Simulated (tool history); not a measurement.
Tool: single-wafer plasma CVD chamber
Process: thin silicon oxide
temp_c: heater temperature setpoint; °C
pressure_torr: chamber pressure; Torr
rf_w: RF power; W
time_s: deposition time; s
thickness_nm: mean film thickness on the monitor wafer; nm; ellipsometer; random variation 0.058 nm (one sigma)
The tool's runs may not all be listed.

| run | hour | temp_c | pressure_torr | rf_w | time_s | thickness_nm |
|---|---|---|---|---|---|---|
| 1 | 0 | 415 | 0.553 | 335 | 12.8 | 17.323 |
| 2 | 6 | 415 | 0.537 | 335 | 12.8 | 16.881 |
| 3 | 11.1 | 415 | 0.537 | 335 | 13.2 | 17.338 |
| 4 | 12.4 | 415 | 0.521 | 335 | 13.2 | 16.783 |
| 5 | 19.6 | 415 | 0.486 | 335 | 13.2 | 15.72 |
| 6 | 26.6 | 415 | 0.546 | 335 | 13.2 | 17.648 |
| 7 | 31.2 | 415 | 0.528 | 335 | 13.2 | 17.187 |
| 8 | 35.9 | 415 | 0.513 | 335 | 13.2 | 16.662 |
| 9 | 44.2 | 415 | 0.501 | 335 | 13.2 | 16.253 |

Expected results for the next run?
| 10 | 52.8 | 415 | 0.491 | 335 | 13.2 | ? |

Run 10 gave thickness_nm 15.978 nm.
